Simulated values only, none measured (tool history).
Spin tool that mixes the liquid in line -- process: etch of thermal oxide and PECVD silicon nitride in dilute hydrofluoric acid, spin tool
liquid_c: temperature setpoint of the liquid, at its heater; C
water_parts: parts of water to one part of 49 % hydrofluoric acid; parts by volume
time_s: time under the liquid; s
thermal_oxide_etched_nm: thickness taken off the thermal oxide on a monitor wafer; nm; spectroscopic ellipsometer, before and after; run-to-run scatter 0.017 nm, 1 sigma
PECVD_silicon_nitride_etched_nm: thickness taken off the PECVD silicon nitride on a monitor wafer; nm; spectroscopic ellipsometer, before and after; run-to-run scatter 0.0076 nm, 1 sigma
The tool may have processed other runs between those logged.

run    day  liquid_c  water_parts  time_s  thermal_oxide_etched_nm  PECVD_silicon_nitride_etched_nm
  1  0.000      23.0          150     180                   5.0371                           3.9235
  2  0.162      20.0          150     180                   4.5413                           3.2211
  3  0.204      19.5          165     180                   4.0146                           2.8528
  4  0.488      19.0          180     180                   3.4497                           2.5590
  5  0.692      18.5          185     175                   3.2288                           2.3187
  6  1.042      18.5          145     175                   4.3156                           2.9316
  7  1.350      18.5          160     170                   3.6801                           2.6137
  8  1.633      18.5          170     170                   3.4719                           2.4426

Expected results for the next run?
  9  1.671      18.5          180     170                        ?                                ?

Run 9 yielded thermal_oxide_etched_nm 3.2109 nm, PECVD_silicon_nitride_etched_nm 2.3091 nm.
